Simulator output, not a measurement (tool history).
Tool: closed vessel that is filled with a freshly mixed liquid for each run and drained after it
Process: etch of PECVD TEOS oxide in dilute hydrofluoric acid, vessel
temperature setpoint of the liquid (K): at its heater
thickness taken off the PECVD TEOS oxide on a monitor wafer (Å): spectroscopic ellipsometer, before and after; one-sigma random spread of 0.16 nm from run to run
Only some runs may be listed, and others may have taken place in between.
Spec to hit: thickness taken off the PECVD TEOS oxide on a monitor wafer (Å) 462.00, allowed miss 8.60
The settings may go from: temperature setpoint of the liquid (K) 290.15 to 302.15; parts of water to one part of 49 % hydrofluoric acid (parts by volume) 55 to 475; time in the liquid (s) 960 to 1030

run,hour,temperature setpoint of the liquid (K),parts of water to one part of 49 % hydrofluoric acid (parts by volume),time in the liquid (s),thickness taken off the PECVD TEOS oxide on a monitor wafer (Å)
1,0.0,294.15,265,960,747.48
2,4.8,297.65,265,960,845.69
3,11.9,299.15,265,960,892.66
4,16.4,297.65,280,960,787.98
5,24.3,296.15,290,960,714.07
6,30.9,296.15,290,1030,765.59
7,36.0,295.15,300,1030,714.40
8,41.6,294.15,310,1030,659.01
9,48.5,293.15,320,1030,606.66
10,51.1,292.65,325,1030,585.21

Which single option among these 5 for the next run brings every result within its allowed miss of target? Just one does.
A,53.7,294.15,270,1030,?
B,53.7,290.15,360,970,?
C,53.7,294.65,305,960,?
D,53.7,293.15,375,960,?
E,53.7,291.65,340,1030,?

move,thickness taken off the PECVD TEOS oxide on a monitor wafer (Å)
A,786.86
B,443.99
C,639.96
D,464.13
E,536.05
A: further off than the last run
B: pushes the last run's worst result past its target
C: further off than the last run
D: in spec on every target
E: better than the last run, though not everything is in spec
So the answer is move D, the one that meets all the targets.

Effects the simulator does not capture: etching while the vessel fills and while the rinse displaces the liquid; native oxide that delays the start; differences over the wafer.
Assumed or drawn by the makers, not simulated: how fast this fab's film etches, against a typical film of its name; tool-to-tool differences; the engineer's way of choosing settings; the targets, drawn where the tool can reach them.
